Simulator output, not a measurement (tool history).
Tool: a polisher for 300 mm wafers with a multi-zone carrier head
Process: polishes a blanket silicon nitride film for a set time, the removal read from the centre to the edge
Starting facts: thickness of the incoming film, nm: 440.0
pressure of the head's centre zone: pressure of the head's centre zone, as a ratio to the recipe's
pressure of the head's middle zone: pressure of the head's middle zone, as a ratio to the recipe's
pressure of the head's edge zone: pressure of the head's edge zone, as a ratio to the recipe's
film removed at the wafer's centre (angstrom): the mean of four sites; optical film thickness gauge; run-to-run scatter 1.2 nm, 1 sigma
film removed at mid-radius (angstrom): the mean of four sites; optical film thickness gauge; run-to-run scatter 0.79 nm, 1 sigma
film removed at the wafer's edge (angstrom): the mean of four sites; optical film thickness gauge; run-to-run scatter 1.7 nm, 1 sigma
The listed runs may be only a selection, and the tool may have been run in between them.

run    day  flow of slurry (ml/min)  pressure of the head's centre zone  pressure of the head's middle zone  pressure of the head's edge zone  polishing time (s)  film removed at the wafer's centre (angstrom)  film removed at mid-radius (angstrom)  film removed at the wafer's edge (angstrom)
  1      0                      150                                   1                                   1                                 1                  39                                         878.06                                 900.63                                       865.32
  2  0.088                      175                                   1                                   1                                 1                  39                                         890.84                                 916.88                                       889.72
  3  0.233                      175                                   1                                1.07                                 1                  39                                         892.08                                 943.91                                       900.87
  4   0.35                      185                                   1                                1.08                              1.05                  40                                         936.07                                 998.05                                       924.43
  5  0.717                      185                                0.92                                1.08                              1.05                  40                                         843.05                                 986.69                                       942.37
  6  0.912                      190                                0.92                                1.04                              1.07                  42                                         909.99                                 1011.8                                        965.5
  7   0.95                      170                                 0.9                                   1                              1.08                  45                                         929.13                                 1047.6                                       1049.4

What does the tool deliver on the next run?
  8  0.996                      170                                 0.9                                   1                              1.08                  45                                              ?                                      ?                                            ?

film removed at the wafer's centre (angstrom): 931.68
film removed at mid-radius (angstrom): 1055
film removed at the wafer's edge (angstrom): 1024.6

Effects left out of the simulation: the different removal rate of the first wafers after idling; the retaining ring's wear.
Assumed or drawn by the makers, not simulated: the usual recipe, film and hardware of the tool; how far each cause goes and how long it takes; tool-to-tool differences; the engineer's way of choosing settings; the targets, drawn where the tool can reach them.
